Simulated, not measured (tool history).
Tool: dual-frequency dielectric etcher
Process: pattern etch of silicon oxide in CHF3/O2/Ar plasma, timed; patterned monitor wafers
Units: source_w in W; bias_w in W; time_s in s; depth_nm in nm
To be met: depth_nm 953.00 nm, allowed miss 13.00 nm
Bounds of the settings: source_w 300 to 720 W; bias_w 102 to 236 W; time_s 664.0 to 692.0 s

run  hour  source_w  bias_w  time_s  depth_nm
  1   0.0       510     169   664.0   1166.40
  2   6.8       580     169   664.0   1247.00
  3   8.8       580     169   692.0   1300.00
  4  16.6       500     155   690.0   1174.30
  5  21.8       440     149   689.5   1079.30
  6  26.3       400     148   689.5   1018.20
  7  31.6       330     147   689.5    899.31
  8  38.2       340     147   689.5    922.84
  9  44.7       350     147   689.5    934.47
     47.3  -- source power generator calibrated
 10  47.3       360     147   689.5    934.91
 11  55.5       390     148   689.5    988.94
 12  60.7       380     148   689.5    974.97

Which of these 4 next moves meets every target?
  A  65.9       350     153   682.0         ?
  B  65.9       420     133   673.5         ?
  C  65.9       390     156   673.5         ?
  D  65.9       400     130   681.5         ?

move  depth_nm
   A    920.33
   B    977.26
   C    976.27
   D    955.51
A: takes the result that was furthest off past its target
B: further off than the last run
C: further off than the last run
D: meets every target
Answer: D
